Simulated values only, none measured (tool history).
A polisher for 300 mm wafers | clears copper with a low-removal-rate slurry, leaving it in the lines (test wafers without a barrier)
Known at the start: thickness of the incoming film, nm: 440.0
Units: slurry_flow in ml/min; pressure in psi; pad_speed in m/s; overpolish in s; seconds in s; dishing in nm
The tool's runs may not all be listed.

{"run": 1, "hour": 0.0, "slurry_flow": 280, "pressure": 2, "pad_speed": 1.36, "slurry_solids": 1, "overpolish": 10, "seconds": 170.42, "dishing": 16.722}
{"run": 2, "hour": 4.8, "slurry_flow": 280, "pressure": 2, "pad_speed": 1.36, "slurry_solids": 1, "overpolish": 7, "seconds": 173.84, "dishing": 12.721}
{"run": 3, "hour": 8.9, "slurry_flow": 280, "pressure": 1.9, "pad_speed": 1.36, "slurry_solids": 1, "overpolish": 6, "seconds": 184.54, "dishing": 10.586}
{"run": 4, "hour": 11.9, "slurry_flow": 280, "pressure": 1.4, "pad_speed": 1.36, "slurry_solids": 1, "overpolish": 6, "seconds": 236.23, "dishing": 8.6731}
{"run": 5, "hour": 17.5, "slurry_flow": 280, "pressure": 1.4, "pad_speed": 1.36, "slurry_solids": 1, "overpolish": 4, "seconds": 235.92, "dishing": 5.7072}
{"run": 6, "hour": 19.8, "slurry_flow": 280, "pressure": 1.4, "pad_speed": 1.52, "slurry_solids": 1, "overpolish": 4, "seconds": 213.95, "dishing": 6.56}
{"run": 7, "hour": 20.7, "slurry_flow": 280, "pressure": 1.4, "pad_speed": 1.5, "slurry_solids": 1, "overpolish": 4, "seconds": 216.98, "dishing": 6.333}
{"run": 8, "hour": 22.4, "slurry_flow": 280, "pressure": 1.4, "pad_speed": 1.48, "slurry_solids": 1, "overpolish": 4, "seconds": 222.16, "dishing": 6.2677}

The next listed run, before its measurement:
{"run": 9, "hour": 26.4, "slurry_flow": 280, "pressure": 1.4, "pad_speed": 1.46, "slurry_solids": 1, "overpolish": 4, "seconds": "?", "dishing": "?"}

seconds: 221.24 s
dishing: 6.1072 nm
